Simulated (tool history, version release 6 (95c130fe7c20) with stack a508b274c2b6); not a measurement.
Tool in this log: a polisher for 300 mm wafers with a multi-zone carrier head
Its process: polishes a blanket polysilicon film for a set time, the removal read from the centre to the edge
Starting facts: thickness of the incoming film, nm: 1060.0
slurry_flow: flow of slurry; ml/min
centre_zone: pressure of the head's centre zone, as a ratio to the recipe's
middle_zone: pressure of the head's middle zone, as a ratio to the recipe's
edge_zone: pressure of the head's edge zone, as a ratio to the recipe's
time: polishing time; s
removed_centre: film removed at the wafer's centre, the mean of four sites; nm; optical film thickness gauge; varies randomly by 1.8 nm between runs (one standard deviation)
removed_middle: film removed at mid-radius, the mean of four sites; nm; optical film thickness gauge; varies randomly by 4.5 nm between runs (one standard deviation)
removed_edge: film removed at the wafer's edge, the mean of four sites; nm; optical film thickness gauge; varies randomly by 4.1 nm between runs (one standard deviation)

Run 1, hour 0.0: slurry_flow 315 ml/min, centre_zone 1.00, middle_zone 1.00, edge_zone 1.00, time 59 s. Result: removed_centre 398.50 nm, removed_middle 414.04 nm, removed_edge 416.27 nm.
Run 2, hour 0.9: slurry_flow 310 ml/min, centre_zone 0.96, middle_zone 1.02, edge_zone 0.98, time 55 s. Result: removed_centre 354.21 nm, removed_middle 392.26 nm, removed_edge 384.68 nm.
Run 3, hour 9.2: slurry_flow 310 ml/min, centre_zone 1.01, middle_zone 1.02, edge_zone 0.98, time 55 s. Result: removed_centre 369.51 nm, removed_middle 387.60 nm, removed_edge 380.86 nm.
Run 4, hour 10.7: slurry_flow 310 ml/min, centre_zone 1.01, middle_zone 1.02, edge_zone 1.06, time 55 s. Result: removed_centre 368.78 nm, removed_middle 393.84 nm, removed_edge 401.46 nm.
Run 5, hour 15.2: slurry_flow 310 ml/min, centre_zone 1.07, middle_zone 1.02, edge_zone 1.06, time 55 s. Result: removed_centre 391.93 nm, removed_middle 397.09 nm, removed_edge 384.06 nm.
Run 6, hour 23.5: slurry_flow 310 ml/min, centre_zone 1.07, middle_zone 1.02, edge_zone 1.06, time 67 s. Result: removed_centre 482.09 nm, removed_middle 464.46 nm, removed_edge 487.29 nm.

Run 7 comes next. What will it give?
Run 7, hour 31.2: slurry_flow 305 ml/min, centre_zone 1.03, middle_zone 1.03, edge_zone 1.05, time 61 s. Result: removed_centre ?, removed_middle ?, removed_edge ?.

removed_centre: 419.55 nm
removed_middle: 444.25 nm
removed_edge: 429.75 nm
